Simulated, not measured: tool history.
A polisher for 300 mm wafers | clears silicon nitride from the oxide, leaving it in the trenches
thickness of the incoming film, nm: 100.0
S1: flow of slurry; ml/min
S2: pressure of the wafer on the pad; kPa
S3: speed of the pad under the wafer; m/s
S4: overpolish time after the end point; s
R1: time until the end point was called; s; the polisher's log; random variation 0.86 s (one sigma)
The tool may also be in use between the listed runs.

Run 1, hour 0.0: S1 255 ml/min, S2 23.4 kPa, S3 1.18 m/s, S4 8 s. Result: R1 61.269 s.
Run 2, hour 3.2: S1 255 ml/min, S2 23.4 kPa, S3 1.34 m/s, S4 8 s. Result: R1 54.014 s.
Run 3, hour 6.5: S1 305 ml/min, S2 23.4 kPa, S3 1.34 m/s, S4 8 s. Result: R1 54.224 s.
Run 4, hour 13.6: S1 305 ml/min, S2 23.4 kPa, S3 1.34 m/s, S4 6 s. Result: R1 53.101 s.
Run 5, hour 18.9: S1 305 ml/min, S2 23.4 kPa, S3 1.22 m/s, S4 6 s. Result: R1 58.052 s.
Run 6, hour 25.0: S1 305 ml/min, S2 27.6 kPa, S3 1.22 m/s, S4 6 s. Result: R1 50.823 s.
Run 7, hour 31.5: S1 290 ml/min, S2 20.7 kPa, S3 1.04 m/s, S4 6 s. Result: R1 77.834 s.
Run 8, hour 39.8: S1 290 ml/min, S2 19.3 kPa, S3 1.04 m/s, S4 6 s. Result: R1 82.605 s.
Run 9, hour 40.4: S1 290 ml/min, S2 17.9 kPa, S3 1.04 m/s, S4 6 s. Result: R1 90.372 s.
Run 10, hour 46.7: S1 290 ml/min, S2 17.2 kPa, S3 1.04 m/s, S4 6 s. Result: R1 93.137 s.
Run 11, hour 51.9: S1 290 ml/min, S2 16.5 kPa, S3 1.04 m/s, S4 6 s. Result: R1 94.770 s.

The next listed run, before its measurement:
Run 12, hour 58.1: S1 290 ml/min, S2 15.9 kPa, S3 1.04 m/s, S4 6 s. Result: R1 ?.

{"run 12": {"R1": 98.523}}
